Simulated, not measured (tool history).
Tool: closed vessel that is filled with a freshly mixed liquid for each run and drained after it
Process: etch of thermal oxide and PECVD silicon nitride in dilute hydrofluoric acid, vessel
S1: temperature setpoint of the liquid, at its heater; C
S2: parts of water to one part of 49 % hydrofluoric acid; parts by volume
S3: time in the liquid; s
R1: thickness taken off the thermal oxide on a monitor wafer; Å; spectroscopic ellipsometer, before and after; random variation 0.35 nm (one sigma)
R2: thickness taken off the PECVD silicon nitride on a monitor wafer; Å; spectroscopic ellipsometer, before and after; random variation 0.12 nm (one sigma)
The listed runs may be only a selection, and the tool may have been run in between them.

run  hour    S1   S2   S3      R1      R2
  1   0.0  25.0  100  595  303.77  161.02
  2   5.6  25.0   70  595  449.84  228.82
  3  10.5  25.0   55  595  595.55  290.64
  4  11.1  25.0   55  730  727.03  356.17
  5  16.1  23.0   55  730  664.34  311.80
  6  21.1  23.5   65  750  574.43  280.03
  7  22.6  24.0   70  775  564.17  279.14
  8  24.4  24.5   75  795  545.66  275.18

What does the tool deliver on the next run?
  9  30.5  25.0  80  810   ?   ?

Run 9 produced R1 533.79 Å, R2 273.22 Å.
